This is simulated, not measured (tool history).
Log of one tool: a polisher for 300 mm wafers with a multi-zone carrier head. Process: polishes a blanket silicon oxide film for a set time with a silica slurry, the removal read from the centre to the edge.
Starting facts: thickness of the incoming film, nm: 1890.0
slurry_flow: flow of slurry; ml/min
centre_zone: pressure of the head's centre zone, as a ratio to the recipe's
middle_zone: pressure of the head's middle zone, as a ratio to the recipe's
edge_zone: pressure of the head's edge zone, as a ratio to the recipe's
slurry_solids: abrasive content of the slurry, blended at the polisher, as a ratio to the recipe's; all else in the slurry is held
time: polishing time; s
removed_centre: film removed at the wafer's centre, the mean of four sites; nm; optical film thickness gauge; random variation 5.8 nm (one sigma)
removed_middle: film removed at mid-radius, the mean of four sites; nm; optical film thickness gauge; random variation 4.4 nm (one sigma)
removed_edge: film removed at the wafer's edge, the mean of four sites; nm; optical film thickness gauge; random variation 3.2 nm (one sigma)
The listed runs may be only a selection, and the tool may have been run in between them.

Run 1, day 0: slurry_flow 245 ml/min, centre_zone 1, middle_zone 1, edge_zone 1, slurry_solids 1, time 79 s. Result: removed_centre 321.62 nm, removed_middle 318.05 nm, removed_edge 333.21 nm.
Run 2, day 0.35: slurry_flow 245 ml/min, centre_zone 1, middle_zone 1.06, edge_zone 1, slurry_solids 1, time 79 s. Result: removed_centre 329.59 nm, removed_middle 329.24 nm, removed_edge 335.37 nm.
Run 3, day 0.583: slurry_flow 245 ml/min, centre_zone 1, middle_zone 1.06, edge_zone 1, slurry_solids 1, time 69 s. Result: removed_centre 281.24 nm, removed_middle 285.49 nm, removed_edge 293.08 nm.
Run 4, day 0.808: slurry_flow 255 ml/min, centre_zone 1.04, middle_zone 1.08, edge_zone 1, slurry_solids 1.1, time 69 s. Result: removed_centre 309.45 nm, removed_middle 312.13 nm, removed_edge 314.26 nm.
Run 5, day 0.867: slurry_flow 255 ml/min, centre_zone 0.97, middle_zone 1.08, edge_zone 1, slurry_solids 1.1, time 69 s. Result: removed_centre 283.38 nm, removed_middle 311.12 nm, removed_edge 305.24 nm.
Run 6, day 1.121: slurry_flow 260 ml/min, centre_zone 1.02, middle_zone 1.08, edge_zone 0.98, slurry_solids 1.15, time 70 s. Result: removed_centre 310.29 nm, removed_middle 321.45 nm, removed_edge 313.7 nm.

Forecast run 7:
Run 7, day 1.25: slurry_flow 265 ml/min, centre_zone 1.06, middle_zone 1.08, edge_zone 0.97, slurry_solids 1.2, time 71 s. Result: removed_centre ?, removed_middle ?, removed_edge ?.

Run 7 came out at removed_centre 337.29 nm, removed_middle 338.96 nm, removed_edge 325.85 nm.
